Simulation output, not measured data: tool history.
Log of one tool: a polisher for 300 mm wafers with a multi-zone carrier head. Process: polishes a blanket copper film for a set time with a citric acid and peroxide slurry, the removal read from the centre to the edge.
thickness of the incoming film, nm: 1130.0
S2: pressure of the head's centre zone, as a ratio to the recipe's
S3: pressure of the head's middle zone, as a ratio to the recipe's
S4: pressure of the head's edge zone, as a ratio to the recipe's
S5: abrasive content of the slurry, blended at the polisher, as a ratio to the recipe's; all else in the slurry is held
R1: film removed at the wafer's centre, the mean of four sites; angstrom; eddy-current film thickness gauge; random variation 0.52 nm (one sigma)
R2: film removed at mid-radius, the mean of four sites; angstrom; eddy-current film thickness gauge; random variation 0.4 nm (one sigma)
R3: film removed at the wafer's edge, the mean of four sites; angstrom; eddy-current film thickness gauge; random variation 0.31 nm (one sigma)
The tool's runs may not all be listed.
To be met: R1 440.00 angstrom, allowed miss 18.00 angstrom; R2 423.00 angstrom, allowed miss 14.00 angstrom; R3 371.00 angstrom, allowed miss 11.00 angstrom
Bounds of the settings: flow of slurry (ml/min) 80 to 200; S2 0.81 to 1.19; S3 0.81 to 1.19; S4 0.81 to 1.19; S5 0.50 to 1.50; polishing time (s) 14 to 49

Run 1, hour 0.0: flow of slurry (ml/min) 130, S2 1.00, S3 1.00, S4 1.00, S5 1.00, polishing time (s) 31. Result: R1 396.46 angstrom, R2 450.87 angstrom, R3 446.55 angstrom.
Run 2, hour 1.6: flow of slurry (ml/min) 130, S2 1.02, S3 1.00, S4 0.98, S5 0.95, polishing time (s) 31. Result: R1 391.80 angstrom, R2 443.96 angstrom, R3 441.65 angstrom.
Run 3, hour 4.5: flow of slurry (ml/min) 140, S2 1.04, S3 1.00, S4 0.96, S5 1.00, polishing time (s) 30. Result: R1 399.49 angstrom, R2 441.96 angstrom, R3 432.07 angstrom.
Run 4, hour 13.4: flow of slurry (ml/min) 145, S2 1.06, S3 1.00, S4 0.94, S5 1.00, polishing time (s) 29. Result: R1 400.08 angstrom, R2 433.57 angstrom, R3 416.50 angstrom.
Run 5, hour 19.8: flow of slurry (ml/min) 145, S2 1.06, S3 1.00, S4 0.94, S5 1.00, polishing time (s) 22. Result: R1 303.56 angstrom, R2 324.29 angstrom, R3 316.49 angstrom.
Run 6, hour 21.6: flow of slurry (ml/min) 145, S2 1.13, S3 1.00, S4 0.94, S5 1.00, polishing time (s) 22. Result: R1 329.36 angstrom, R2 325.12 angstrom, R3 313.02 angstrom.
Run 7, hour 25.1: flow of slurry (ml/min) 150, S2 1.14, S3 1.01, S4 0.94, S5 1.05, polishing time (s) 22. Result: R1 327.68 angstrom, R2 331.36 angstrom, R3 318.22 angstrom.
Run 8, hour 26.5: flow of slurry (ml/min) 155, S2 1.15, S3 1.01, S4 0.92, S5 1.05, polishing time (s) 23. Result: R1 348.19 angstrom, R2 345.83 angstrom, R3 332.53 angstrom.
Run 9, hour 34.4: flow of slurry (ml/min) 155, S2 1.15, S3 1.01, S4 0.91, S5 1.00, polishing time (s) 24. Result: R1 370.04 angstrom, R2 366.46 angstrom, R3 344.45 angstrom.
At hour 43.2: centre zone pressure recalibrated.
Run 10, hour 43.2: flow of slurry (ml/min) 190, S2 1.19, S3 1.04, S4 0.86, S5 1.00, polishing time (s) 26. Result: R1 465.14 angstrom, R2 415.18 angstrom, R3 372.72 angstrom.
Run 11, hour 51.6: flow of slurry (ml/min) 185, S2 1.17, S3 1.06, S4 0.86, S5 1.00, polishing time (s) 26. Result: R1 462.36 angstrom, R2 416.65 angstrom, R3 367.22 angstrom.
Run 12, hour 59.4: flow of slurry (ml/min) 185, S2 1.16, S3 1.06, S4 0.86, S5 1.00, polishing time (s) 26. Result: R1 461.19 angstrom, R2 418.74 angstrom, R3 372.68 angstrom.

Which of these 5 next moves meets every target?
Run A, hour 67.2: flow of slurry (ml/min) 200, S2 1.19, S3 0.95, S4 0.81, S5 0.85, polishing time (s) 27. Result: R1 ?, R2 ?, R3 ?.
Run B, hour 67.2: flow of slurry (ml/min) 200, S2 1.19, S3 0.99, S4 0.85, S5 0.90, polishing time (s) 28. Result: R1 ?, R2 ?, R3 ?.
Run C, hour 67.2: flow of slurry (ml/min) 155, S2 1.11, S3 1.06, S4 0.84, S5 0.95, polishing time (s) 27. Result: R1 ?, R2 ?, R3 ?.
Run D, hour 67.2: flow of slurry (ml/min) 115, S2 1.01, S3 1.05, S4 0.91, S5 1.10, polishing time (s) 28. Result: R1 ?, R2 ?, R3 ?.
Run E, hour 67.2: flow of slurry (ml/min) 185, S2 1.19, S3 1.05, S4 0.84, S5 1.10, polishing time (s) 26. Result: R1 ?, R2 ?, R3 ?.

move      R1      R2      R3
   A  466.16  395.00  364.77
   B  488.98  428.80  390.53
   C  424.64  425.36  367.19
   D  384.69  424.17  389.53
   E  466.78  430.67  372.02
A: further off than the last run
B: further off than the last run
C: meets every target
D: takes the result that was furthest off past its target
E: further off than the last run
The right move is C.
